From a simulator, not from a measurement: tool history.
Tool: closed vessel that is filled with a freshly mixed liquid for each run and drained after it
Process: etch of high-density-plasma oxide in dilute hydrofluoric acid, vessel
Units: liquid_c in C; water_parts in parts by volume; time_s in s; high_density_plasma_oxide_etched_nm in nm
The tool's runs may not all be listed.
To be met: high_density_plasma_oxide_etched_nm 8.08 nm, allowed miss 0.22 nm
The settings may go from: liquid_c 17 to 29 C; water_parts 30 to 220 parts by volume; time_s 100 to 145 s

run	day	liquid_c	water_parts	time_s	high_density_plasma_oxide_etched_nm
1	0	21	125	145	5.8552
2	0.212	22	125	145	6.0848
3	0.562	23	125	145	6.3064
4	0.604	24	125	145	6.5365
5	0.746	25	125	145	6.806
# day 1.088: hydrofluoric acid flow meter replaced
6	1.088	25	125	145	6.1777
7	1.146	25	125	145	6.2968
8	1.496	25.5	120	145	6.6832
9	1.7	26	115	145	7.1307

Which of these 5 next moves meets every target?
A	1.904	26.5	95	140	?
B	1.904	28	105	145	?
C	1.904	26.5	105	145	?
D	1.904	25.5	95	145	?
E	1.904	26.5	100	145	?

move	high_density_plasma_oxide_etched_nm
A	8.7496
B	8.5715
C	8.0929
D	8.715
E	8.5528
A: takes the result that was furthest off past its target
B: takes the result that was furthest off past its target
C: meets every target
D: takes the result that was furthest off past its target
E: takes the result that was furthest off past its target
Answer: C
